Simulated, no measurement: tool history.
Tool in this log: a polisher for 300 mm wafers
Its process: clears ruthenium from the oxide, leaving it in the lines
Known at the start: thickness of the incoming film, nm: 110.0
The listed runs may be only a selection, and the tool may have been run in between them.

run  hour  flow of slurry (ml/min)  pressure of the wafer on the pad (psi)  speed of the pad under the wafer (m/s)  overpolish time after the end point (s)  time until the end point was called (s)
  1   0.0                      200                                     2.8                                    1.10                                       14                                   76.664
  2   0.7                      200                                     2.1                                    1.10                                       14                                  101.660
  3   6.8                      225                                     2.1                                    1.10                                       14                                   99.188
  4  11.7                      225                                     2.1                                    1.10                                       11                                  100.190
  5  16.4                      225                                     1.5                                    1.10                                       11                                  137.800
  6  18.3                      225                                     1.5                                    1.24                                       11                                  126.140
  7  27.0                      225                                     1.9                                    1.26                                       11                                  101.150
  8  31.9                      230                                     2.2                                    1.26                                       11                                   85.476
  9  33.8                      235                                     2.4                                    1.26                                       11                                   81.062
 10  36.7                      235                                     2.7                                    1.26                                       11                                   72.223
 11  39.2                      235                                     2.9                                    1.26                                       11                                   66.869

The next listed run, before its measurement:
 12  47.7                      235                                     3.1                                    1.26                                       11                                        ?

{"run 12": {"time until the end point was called (s)": 60.921}}
